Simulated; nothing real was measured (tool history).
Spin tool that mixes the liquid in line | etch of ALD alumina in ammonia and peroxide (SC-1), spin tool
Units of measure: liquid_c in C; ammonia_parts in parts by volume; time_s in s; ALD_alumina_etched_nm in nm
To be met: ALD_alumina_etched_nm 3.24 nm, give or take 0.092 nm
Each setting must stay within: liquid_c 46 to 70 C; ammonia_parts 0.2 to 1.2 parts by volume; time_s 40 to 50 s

| run | hour | liquid_c | ammonia_parts | time_s | ALD_alumina_etched_nm |
|---|---|---|---|---|---|
| 1 | 0 | 62 | 0.75 | 50 | 3.9856 |
| 2 | 3 | 61 | 0.75 | 50 | 3.7982 |
| 3 | 5 | 66 | 0.75 | 50 | 4.889 |
| 4 | 11.4 | 64 | 0.75 | 50 | 4.3521 |
| 5 | 16.3 | 62.5 | 0.75 | 50 | 4.1087 |
| 6 | 23.4 | 68.5 | 0.75 | 50 | 5.5733 |
| 7 | 28.7 | 66 | 0.75 | 50 | 4.8971 |
|  | 32.3 | heated supply line repaired |
| 8 | 32.3 | 64 | 0.75 | 50 | 5.4122 |
| 9 | 34.5 | 61 | 0.75 | 50 | 4.5893 |
| 10 | 35.9 | 57.5 | 0.7 | 50 | 3.8052 |
| 11 | 39.8 | 56.5 | 0.7 | 50 | 3.7239 |
| 12 | 43.2 | 55.5 | 0.7 | 50 | 3.4445 |
| 13 | 50.8 | 55.5 | 0.7 | 50 | 3.4657 |
| 14 | 58.5 | 55 | 0.7 | 50 | 3.3516 |
| 15 | 61.4 | 55 | 0.7 | 50 | 3.4112 |

Pick the move, out of 4, that brings all results within their allowed miss; only one does.
| A | 64.3 | 57.5 | 0.55 | 50 | ? |
| B | 64.3 | 59.5 | 1.15 | 40 | ? |
| C | 64.3 | 56 | 0.65 | 50 | ? |
| D | 64.3 | 60 | 0.35 | 40 | ? |

| move | ALD_alumina_etched_nm |
|---|---|
| A | 3.7122 |
| B | 3.5321 |
| C | 3.4858 |
| D | 3.2388 |
A: misses by more than the last run did
B: misses by more than the last run did
C: misses by more than the last run did
D: meets every target
Correct choice: D, which meets every target
